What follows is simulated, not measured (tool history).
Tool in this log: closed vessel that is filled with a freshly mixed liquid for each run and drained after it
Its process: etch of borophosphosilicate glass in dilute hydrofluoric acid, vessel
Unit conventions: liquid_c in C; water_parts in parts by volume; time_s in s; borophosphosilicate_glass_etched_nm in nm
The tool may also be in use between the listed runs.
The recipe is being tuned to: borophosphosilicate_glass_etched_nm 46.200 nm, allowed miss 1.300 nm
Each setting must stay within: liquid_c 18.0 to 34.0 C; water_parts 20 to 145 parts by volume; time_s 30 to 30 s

| run | hour | liquid_c | water_parts | time_s | borophosphosilicate_glass_etched_nm |
|---|---|---|---|---|---|
| 1 | 0.0 | 26.0 | 80 | 30 | 16.100 |
| 2 | 5.4 | 27.0 | 70 | 30 | 19.268 |
| 3 | 12.9 | 27.0 | 70 | 30 | 19.263 |
| 4 | 19.6 | 28.0 | 65 | 30 | 21.482 |
| 5 | 26.2 | 28.0 | 65 | 30 | 21.695 |
| 6 | 35.0 | 29.0 | 60 | 30 | 24.390 |
|  | 40.9 | hydrofluoric acid flow meter replaced |
| 7 | 40.9 | 29.5 | 55 | 30 | 30.080 |
| 8 | 43.1 | 30.0 | 55 | 30 | 30.402 |
| 9 | 47.4 | 34.0 | 30 | 30 | 68.643 |
| 10 | 52.1 | 33.5 | 30 | 30 | 68.222 |
| 11 | 56.3 | 33.0 | 30 | 30 | 65.842 |
| 12 | 59.5 | 33.0 | 30 | 30 | 66.212 |
| 13 | 66.3 | 32.5 | 30 | 30 | 64.596 |
| 14 | 66.9 | 28.5 | 30 | 30 | 54.936 |
| 15 | 75.7 | 28.5 | 30 | 30 | 55.609 |

Which of these 4 next moves meets every target?
| A | 84.5 | 31.5 | 40 | 30 | ? |
| B | 84.5 | 31.0 | 35 | 30 | ? |
| C | 84.5 | 23.0 | 25 | 30 | ? |
| D | 84.5 | 29.5 | 40 | 30 | ? |

| move | borophosphosilicate_glass_etched_nm |
|---|---|
| A | 46.444 |
| B | 52.467 |
| C | 53.724 |
| D | 42.918 |
A: every result lands within tolerance
B: closes in on the targets versus the last run, not all within tolerance yet
C: closes in on the targets versus the last run, not all within tolerance yet
D: takes the biggest miss from the last run beyond its target
Correct choice: A, which meets every target
